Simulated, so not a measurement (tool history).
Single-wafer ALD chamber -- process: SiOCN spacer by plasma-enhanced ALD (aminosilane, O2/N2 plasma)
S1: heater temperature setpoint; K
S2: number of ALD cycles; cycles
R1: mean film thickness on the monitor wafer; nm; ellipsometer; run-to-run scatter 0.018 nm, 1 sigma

{"run": 1, "hour": 0.0, "S1": 648.15, "S2": 57, "R1": 3.1945}
{"run": 2, "hour": 8.0, "S1": 639.15, "S2": 57, "R1": 3.1968}
{"run": 3, "hour": 15.9, "S1": 634.15, "S2": 57, "R1": 3.2008}
{"run": 4, "hour": 24.9, "S1": 634.15, "S2": 58, "R1": 3.2711}
{"run": 5, "hour": 32.5, "S1": 634.15, "S2": 59, "R1": 3.3563}
{"run": 6, "hour": 40.7, "S1": 634.15, "S2": 53, "R1": 2.9854}
{"run": 7, "hour": 42.5, "S1": 634.15, "S2": 62, "R1": 3.5222}

Run 8 has not been measured yet. What should we expect?
{"run": 8, "hour": 46.5, "S1": 634.15, "S2": 64, "R1": "?"}

R1: 3.6073 nm

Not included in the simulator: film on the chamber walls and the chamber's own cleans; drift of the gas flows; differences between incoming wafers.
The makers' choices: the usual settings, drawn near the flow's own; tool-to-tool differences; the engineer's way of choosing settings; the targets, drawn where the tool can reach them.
